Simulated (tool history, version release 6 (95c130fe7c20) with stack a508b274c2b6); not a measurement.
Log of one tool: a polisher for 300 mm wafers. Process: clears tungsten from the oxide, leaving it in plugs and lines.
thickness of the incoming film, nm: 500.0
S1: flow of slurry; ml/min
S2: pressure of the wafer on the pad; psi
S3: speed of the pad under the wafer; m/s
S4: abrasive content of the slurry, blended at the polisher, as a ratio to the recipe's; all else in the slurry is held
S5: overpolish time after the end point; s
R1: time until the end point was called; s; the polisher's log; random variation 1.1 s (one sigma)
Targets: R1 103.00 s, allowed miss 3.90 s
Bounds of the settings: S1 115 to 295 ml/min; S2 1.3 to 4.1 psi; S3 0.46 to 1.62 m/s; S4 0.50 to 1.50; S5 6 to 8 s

| run | hour | S1 | S2 | S3 | S4 | S5 | R1 |
|---|---|---|---|---|---|---|---|
| 1 | 0.0 | 190 | 2.7 | 1.04 | 1.00 | 8 | 159.25 |
| 2 | 2.2 | 190 | 2.7 | 1.04 | 0.90 | 8 | 164.49 |
| 3 | 6.3 | 190 | 2.9 | 1.04 | 0.90 | 8 | 156.18 |
| 4 | 10.1 | 150 | 2.9 | 1.04 | 0.90 | 8 | 161.35 |
| 5 | 15.4 | 150 | 2.9 | 1.18 | 0.90 | 8 | 144.77 |
| 6 | 22.8 | 175 | 2.9 | 1.18 | 0.90 | 8 | 144.31 |
| 7 | 24.0 | 175 | 3.0 | 1.18 | 0.90 | 8 | 139.59 |
| 8 | 30.9 | 175 | 3.1 | 1.18 | 0.90 | 8 | 133.95 |
| 9 | 37.0 | 175 | 3.2 | 1.18 | 0.90 | 8 | 132.41 |
| 10 | 40.7 | 175 | 3.3 | 1.18 | 0.90 | 8 | 130.41 |

Which of these 5 next moves meets every target?
| A | 44.4 | 185 | 3.5 | 1.36 | 1.00 | 8 | ? |
| B | 44.4 | 150 | 2.9 | 0.92 | 0.95 | 6 | ? |
| C | 44.4 | 175 | 3.6 | 0.94 | 0.70 | 6 | ? |
| D | 44.4 | 125 | 4.0 | 1.20 | 0.85 | 8 | ? |
| E | 44.4 | 115 | 3.7 | 0.82 | 1.05 | 6 | ? |

| move | R1 |
|---|---|
| A | 104.42 |
| B | 175.31 |
| C | 154.24 |
| D | 116.83 |
| E | 158.95 |
A: meets every target
B: further off than the last run
C: further off than the last run
D: nearer than the last run, and not there yet
E: further off than the last run
Answer: A
